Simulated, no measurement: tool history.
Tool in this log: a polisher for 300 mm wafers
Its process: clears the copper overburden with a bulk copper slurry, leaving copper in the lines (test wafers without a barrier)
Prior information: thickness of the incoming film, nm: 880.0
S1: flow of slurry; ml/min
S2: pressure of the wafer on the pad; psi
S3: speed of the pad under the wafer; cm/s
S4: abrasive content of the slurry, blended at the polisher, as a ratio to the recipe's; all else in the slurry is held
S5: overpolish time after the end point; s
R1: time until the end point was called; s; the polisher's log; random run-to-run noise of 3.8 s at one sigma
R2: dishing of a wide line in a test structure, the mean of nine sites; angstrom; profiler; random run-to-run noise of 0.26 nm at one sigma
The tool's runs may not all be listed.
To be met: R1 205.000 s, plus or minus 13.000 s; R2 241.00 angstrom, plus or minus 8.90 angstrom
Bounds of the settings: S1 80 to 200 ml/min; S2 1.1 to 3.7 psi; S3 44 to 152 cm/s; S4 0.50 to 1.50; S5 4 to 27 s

| run | hour | S1 | S2 | S3 | S4 | S5 | R1 | R2 |
|---|---|---|---|---|---|---|---|---|
| 1 | 0.0 | 130 | 2.4 | 98 | 1.00 | 14 | 91.385 | 671.26 |
| 2 | 1.6 | 130 | 2.2 | 88 | 1.00 | 12 | 111.370 | 543.82 |
| 3 | 8.9 | 130 | 2.0 | 86 | 0.95 | 10 | 124.120 | 437.22 |
| 4 | 14.3 | 130 | 2.6 | 86 | 0.95 | 10 | 102.190 | 535.73 |
| 5 | 16.1 | 115 | 2.6 | 86 | 0.95 | 10 | 100.910 | 520.68 |
| 6 | 16.8 | 110 | 2.3 | 82 | 0.90 | 9 | 124.420 | 421.80 |
| 7 | 19.9 | 125 | 1.7 | 80 | 0.85 | 5 | 163.450 | 205.30 |
| 8 | 24.9 | 120 | 1.7 | 74 | 0.95 | 5 | 170.210 | 190.30 |
| 9 | 33.8 | 115 | 1.7 | 72 | 0.85 | 6 | 176.070 | 217.39 |
| 10 | 35.0 | 110 | 1.7 | 70 | 0.80 | 6 | 180.460 | 207.47 |
| 11 | 39.6 | 105 | 1.7 | 68 | 0.80 | 7 | 185.400 | 234.09 |

5 candidate next runs follow, results not yet known. Just one meets every target within its allowed miss. Identify it.
| A | 44.2 | 130 | 1.6 | 58 | 1.15 | 8 | ? | ? |
| B | 44.2 | 100 | 2.1 | 58 | 0.70 | 7 | ? | ? |
| C | 44.2 | 105 | 2.2 | 54 | 0.80 | 7 | ? | ? |
| D | 44.2 | 120 | 1.7 | 80 | 0.80 | 6 | ? | ? |
| E | 44.2 | 85 | 1.9 | 70 | 0.90 | 7 | ? | ? |

| move | R1 | R2 |
|---|---|---|
| A | 199.480 | 243.59 |
| B | 178.830 | 242.22 |
| C | 176.280 | 245.90 |
| D | 156.810 | 234.73 |
| E | 169.300 | 252.66 |
A: hits every target within its allowed miss
B: misses by more than the last run did
C: misses by more than the last run did
D: misses by more than the last run did
E: misses by more than the last run did
A meets every target.
